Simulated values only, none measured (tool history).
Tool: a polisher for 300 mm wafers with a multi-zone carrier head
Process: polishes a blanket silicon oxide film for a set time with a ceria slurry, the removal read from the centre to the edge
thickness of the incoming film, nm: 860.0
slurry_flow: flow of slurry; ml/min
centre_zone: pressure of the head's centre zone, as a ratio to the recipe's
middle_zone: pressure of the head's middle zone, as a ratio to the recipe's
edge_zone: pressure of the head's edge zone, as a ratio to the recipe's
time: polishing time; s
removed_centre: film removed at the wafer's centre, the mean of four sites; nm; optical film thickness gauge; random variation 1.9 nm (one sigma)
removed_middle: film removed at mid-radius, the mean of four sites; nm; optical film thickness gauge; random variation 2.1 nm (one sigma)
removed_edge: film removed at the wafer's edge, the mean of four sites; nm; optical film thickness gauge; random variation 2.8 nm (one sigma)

run  hour  slurry_flow  centre_zone  middle_zone  edge_zone  time  removed_centre  removed_middle  removed_edge
  1   0.0          230         1.00         1.00       1.00    77          297.54          296.18        297.64
  2   2.6          225         0.98         1.00       1.00    76          281.22          297.61        299.35
  3  10.8          225         0.98         0.94       1.00    76          279.88          281.89        298.63
  4  17.2          225         0.98         0.94       0.97    76          282.61          279.77        298.25
     17.9  -- slurry nozzle cleaned
  5  17.9          225         0.98         0.94       0.97    60          231.51          231.54        243.04
  6  21.6          225         0.98         0.94       0.97    75          293.85          288.40        304.29
  7  26.2          225         0.97         0.95       0.99    74          288.48          286.05        299.89

Forecast run 8:
  8  30.7          215         0.95         0.96       1.01    71               ?               ?             ?

Run 8 gave removed_centre 263.33 nm, removed_middle 279.90 nm, removed_edge 290.07 nm.

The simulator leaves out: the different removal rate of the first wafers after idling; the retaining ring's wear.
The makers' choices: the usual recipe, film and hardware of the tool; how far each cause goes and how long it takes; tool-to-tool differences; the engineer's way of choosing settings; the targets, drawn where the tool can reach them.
